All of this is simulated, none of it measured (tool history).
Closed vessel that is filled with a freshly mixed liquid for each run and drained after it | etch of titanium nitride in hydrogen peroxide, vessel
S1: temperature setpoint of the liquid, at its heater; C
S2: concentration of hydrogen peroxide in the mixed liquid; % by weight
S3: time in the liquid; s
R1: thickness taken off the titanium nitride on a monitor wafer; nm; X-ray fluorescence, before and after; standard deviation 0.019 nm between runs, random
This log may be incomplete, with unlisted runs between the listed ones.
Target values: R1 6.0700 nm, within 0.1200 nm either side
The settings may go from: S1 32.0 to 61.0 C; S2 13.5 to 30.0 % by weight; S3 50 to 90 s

| run | hour | S1 | S2 | S3 | R1 |
|---|---|---|---|---|---|
| 1 | 0.0 | 45.0 | 25.5 | 90 | 3.5191 |
| 2 | 8.7 | 40.5 | 25.5 | 90 | 2.5170 |
| 3 | 9.7 | 44.5 | 25.5 | 90 | 3.3909 |
| 4 | 13.4 | 38.5 | 25.5 | 90 | 2.1469 |
| 5 | 14.7 | 43.0 | 25.5 | 90 | 3.0164 |
|  | 23.0 | new drum of peroxide connected |
| 6 | 23.0 | 48.0 | 25.5 | 90 | 4.4476 |
| 7 | 27.3 | 53.0 | 25.5 | 90 | 6.3599 |
| 8 | 34.4 | 52.0 | 25.5 | 90 | 5.9418 |

Exercise: of the 4 proposed moves below, exactly one satisfies all targets within the stated allowed misses. Which move is it?
| A | 41.5 | 52.0 | 28.0 | 90 | ? |
| B | 41.5 | 51.5 | 24.5 | 90 | ? |
| C | 41.5 | 51.0 | 29.0 | 90 | ? |
| D | 41.5 | 51.5 | 23.5 | 90 | ? |

| move | R1 |
|---|---|
| A | 6.0626 |
| B | 5.6811 |
| C | 5.6878 |
| D | 5.6299 |
A: every result lands within tolerance
B: lands further from the targets than the last run did
C: lands further from the targets than the last run did
D: lands further from the targets than the last run did
The move that meets every target is A.
